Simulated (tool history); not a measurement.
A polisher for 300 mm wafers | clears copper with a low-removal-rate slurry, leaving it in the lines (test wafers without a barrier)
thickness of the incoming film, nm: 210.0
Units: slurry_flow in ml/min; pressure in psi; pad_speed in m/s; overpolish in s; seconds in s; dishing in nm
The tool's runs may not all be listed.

run,hour,slurry_flow,pressure,pad_speed,slurry_solids,overpolish,seconds,dishing
1,0.0,190,2.2,0.92,1.0,13,118.890,17.797
2,3.7,190,2.5,0.92,1.0,13,104.790,20.562
3,11.4,190,2.3,0.92,1.0,13,111.370,18.762
4,16.5,225,2.3,0.92,1.0,13,110.930,19.188
5,17.0,195,2.3,0.92,1.0,13,110.730,18.815
6,19.7,195,2.6,0.98,1.0,14,94.183,23.900
7,27.2,180,3.2,1.16,1.0,17,65.868,38.693
8,30.0,190,3.3,1.16,1.0,17,63.459,39.998

The next listed run, before its measurement:
9,38.3,190,3.4,1.16,1.0,18,?,?

seconds: 61.559 s
dishing: 42.374 nm
